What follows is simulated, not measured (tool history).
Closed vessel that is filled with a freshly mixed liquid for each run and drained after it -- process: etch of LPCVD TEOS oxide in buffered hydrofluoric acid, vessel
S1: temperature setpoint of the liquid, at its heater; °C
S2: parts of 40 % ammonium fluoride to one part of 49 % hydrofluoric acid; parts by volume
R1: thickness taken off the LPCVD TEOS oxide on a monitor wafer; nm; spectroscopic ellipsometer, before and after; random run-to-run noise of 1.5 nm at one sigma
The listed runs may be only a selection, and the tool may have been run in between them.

run 1 hour=0.0 | S1=22 S2=22.0 time_in_the_liquid_(s)=105 | R1=122.210
run 2 hour=2.5 | S1=22 S2=28.0 time_in_the_liquid_(s)=105 | R1=103.560
run 3 hour=7.4 | S1=22 S2=30.0 time_in_the_liquid_(s)=105 | R1=99.307
run 4 hour=11.5 | S1=22 S2=30.0 time_in_the_liquid_(s)=105 | R1=98.422
run 5 hour=12.7 | S1=20 S2=30.0 time_in_the_liquid_(s)=105 | R1=87.522
run 6 hour=13.9 | S1=21 S2=29.5 time_in_the_liquid_(s)=105 | R1=96.066
run 7 hour=15.2 | S1=22 S2=28.5 time_in_the_liquid_(s)=105 | R1=102.710

Run 8 comes next. What will it give?
run 8 hour=19.0 | S1=23 S2=28.0 time_in_the_liquid_(s)=105 | R1=?

Run 8 measured R1 109.750 nm.
